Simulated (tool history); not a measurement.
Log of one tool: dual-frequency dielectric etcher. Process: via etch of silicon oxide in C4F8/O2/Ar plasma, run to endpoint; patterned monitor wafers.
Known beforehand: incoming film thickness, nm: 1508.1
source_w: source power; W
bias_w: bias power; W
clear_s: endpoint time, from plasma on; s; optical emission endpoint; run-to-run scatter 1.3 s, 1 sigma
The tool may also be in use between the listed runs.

run	day	source_w	bias_w	clear_s
1	0.000	2340	1607	277.33
2	0.271	2730	1607	261.15
3	0.633	2370	1607	276.80
4	0.917	2480	1623	272.55
5	1.062	2220	1623	285.24
6	1.250	2410	1623	273.38
7	1.621	2500	1635	271.33

Run 8 is up next; what results do you expect?
8	1.750	2590	1651	?

clear_s: 265.44 s

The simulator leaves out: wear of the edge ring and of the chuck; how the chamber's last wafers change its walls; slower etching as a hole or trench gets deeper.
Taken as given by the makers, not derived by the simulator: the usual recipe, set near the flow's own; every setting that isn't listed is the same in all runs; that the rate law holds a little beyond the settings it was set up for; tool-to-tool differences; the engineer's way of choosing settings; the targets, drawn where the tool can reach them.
